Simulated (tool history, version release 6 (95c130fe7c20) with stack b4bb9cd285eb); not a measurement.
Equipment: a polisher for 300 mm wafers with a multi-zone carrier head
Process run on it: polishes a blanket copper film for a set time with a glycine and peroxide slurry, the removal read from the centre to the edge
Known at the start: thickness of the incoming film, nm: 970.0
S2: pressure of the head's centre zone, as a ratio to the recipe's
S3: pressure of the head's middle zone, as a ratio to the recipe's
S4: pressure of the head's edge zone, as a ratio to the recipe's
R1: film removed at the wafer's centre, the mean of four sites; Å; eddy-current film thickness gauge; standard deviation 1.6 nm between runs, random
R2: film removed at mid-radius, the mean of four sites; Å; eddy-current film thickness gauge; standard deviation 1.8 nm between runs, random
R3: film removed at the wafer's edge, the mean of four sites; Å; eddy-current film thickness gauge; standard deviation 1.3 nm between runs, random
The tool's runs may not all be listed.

run 1 hour=0.0 | flow_of_slurry_(ml/min)=140 S2=1.00 S3=1.00 S4=1.00 polishing_time_(s)=49 | R1=3487.2 R2=3168.4 R3=3105.6
run 2 hour=8.4 | flow_of_slurry_(ml/min)=140 S2=1.00 S3=1.00 S4=1.00 polishing_time_(s)=55 | R1=3871.5 R2=3559.4 R3=3468.9
run 3 hour=13.8 | flow_of_slurry_(ml/min)=160 S2=1.00 S3=1.00 S4=1.00 polishing_time_(s)=55 | R1=3983.2 R2=3601.3 R3=3522.6
run 4 hour=18.6 | flow_of_slurry_(ml/min)=160 S2=1.07 S3=1.00 S4=1.00 polishing_time_(s)=55 | R1=4270.9 R2=3652.2 R3=3544.4
run 5 hour=20.7 | flow_of_slurry_(ml/min)=160 S2=1.07 S3=1.00 S4=1.00 polishing_time_(s)=50 | R1=3797.2 R2=3304.0 R3=3209.0
run 6 hour=23.4 | flow_of_slurry_(ml/min)=145 S2=1.04 S3=0.94 S4=0.97 polishing_time_(s)=44 | R1=3290.2 R2=2761.6 R3=2793.8
run 7 hour=32.2 | flow_of_slurry_(ml/min)=145 S2=1.04 S3=0.94 S4=0.97 polishing_time_(s)=44 | R1=3246.9 R2=2703.7 R3=2784.2
run 8 hour=40.3 | flow_of_slurry_(ml/min)=135 S2=1.00 S3=0.90 S4=0.94 polishing_time_(s)=40 | R1=2837.0 R2=2410.3 R3=2475.0

Estimate the outcome of run 9 from the log above:
-- hour=47.2 centre zone pressure recalibrated
run 9 hour=47.2 | flow_of_slurry_(ml/min)=125 S2=0.99 S3=0.87 S4=0.94 polishing_time_(s)=37 | R1=? R2=? R3=?

{"run 9": {"R1": 2300.7, "R2": 2125.9, "R3": 2284.2}}

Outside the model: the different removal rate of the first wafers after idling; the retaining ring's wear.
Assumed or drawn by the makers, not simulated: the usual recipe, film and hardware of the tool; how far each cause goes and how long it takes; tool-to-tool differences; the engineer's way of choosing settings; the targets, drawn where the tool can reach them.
